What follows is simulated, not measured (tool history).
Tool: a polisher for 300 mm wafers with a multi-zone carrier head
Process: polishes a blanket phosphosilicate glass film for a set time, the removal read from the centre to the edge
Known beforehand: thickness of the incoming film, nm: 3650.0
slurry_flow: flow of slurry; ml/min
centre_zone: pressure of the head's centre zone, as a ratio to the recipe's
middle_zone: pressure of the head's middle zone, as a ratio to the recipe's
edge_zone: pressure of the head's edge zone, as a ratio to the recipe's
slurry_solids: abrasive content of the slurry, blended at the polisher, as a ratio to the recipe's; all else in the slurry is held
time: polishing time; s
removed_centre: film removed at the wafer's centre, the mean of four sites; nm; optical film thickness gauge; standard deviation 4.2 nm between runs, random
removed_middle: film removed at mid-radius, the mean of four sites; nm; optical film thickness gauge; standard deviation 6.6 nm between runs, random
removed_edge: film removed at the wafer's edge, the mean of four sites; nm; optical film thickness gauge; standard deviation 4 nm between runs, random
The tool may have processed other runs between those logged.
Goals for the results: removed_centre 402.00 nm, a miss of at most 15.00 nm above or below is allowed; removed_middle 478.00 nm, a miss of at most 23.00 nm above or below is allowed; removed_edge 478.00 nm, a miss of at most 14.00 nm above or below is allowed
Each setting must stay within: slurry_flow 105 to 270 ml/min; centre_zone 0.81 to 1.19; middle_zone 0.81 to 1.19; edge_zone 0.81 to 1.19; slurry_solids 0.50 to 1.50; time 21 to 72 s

run	hour	slurry_flow	centre_zone	middle_zone	edge_zone	slurry_solids	time	removed_centre	removed_middle	removed_edge
1	0.0	175	1.00	1.00	1.00	1.00	46	314.31	302.02	313.09
2	7.7	180	0.97	1.03	1.04	1.15	47	344.50	354.83	347.67
3	9.9	180	0.97	0.98	1.04	1.15	47	334.59	333.72	345.25
4	15.3	180	0.97	0.98	1.04	1.05	47	323.62	318.48	336.75
5	15.9	180	0.97	0.98	1.12	1.05	47	329.74	324.82	345.17
# hour 24.6: slurry nozzle cleaned
6	24.6	185	0.94	0.98	1.14	1.15	48	361.97	362.83	388.97
7	30.7	195	0.91	1.00	1.15	1.20	48	356.60	377.42	402.03
8	39.6	205	0.90	1.02	1.16	1.25	48	366.11	390.06	412.01
9	43.8	205	0.89	1.04	1.17	1.30	48	361.11	402.08	427.99
10	47.2	215	0.90	1.07	1.17	1.35	48	379.30	428.30	429.57
11	51.5	220	0.89	1.07	1.18	1.40	48	379.59	440.73	440.66
12	55.4	220	0.89	1.07	1.18	1.45	48	390.44	452.43	452.97
13	61.2	225	0.88	1.07	1.18	1.45	48	379.34	439.37	451.24
14	64.6	225	0.88	1.08	1.18	1.45	48	380.16	440.22	449.91
15	71.9	225	0.88	1.09	1.18	1.45	48	392.36	449.35	451.91
16	76.2	225	0.87	1.10	1.18	1.45	48	376.05	454.26	455.61

Which of these 5 next moves meets every target?
A	80.5	270	0.86	1.08	1.18	1.30	53	?	?	?
B	80.5	240	0.84	1.06	1.19	1.50	44	?	?	?
C	80.5	205	0.82	0.87	1.13	1.20	56	?	?	?
D	80.5	235	0.93	1.15	1.16	1.40	46	?	?	?
E	80.5	250	0.95	1.03	1.18	1.45	48	?	?	?

move	removed_centre	removed_middle	removed_edge
A	407.22	482.07	479.46
B	344.43	411.66	419.35
C	379.84	395.75	466.81
D	387.44	447.78	419.69
E	422.11	434.48	451.40
A: all results land within tolerance of their targets
B: its largest miss is bigger than the last run's
C: its largest miss is bigger than the last run's
D: the worst result of the last run now meets its target, but another is out of spec
E: takes the result that was furthest off past its target
The right move is A.
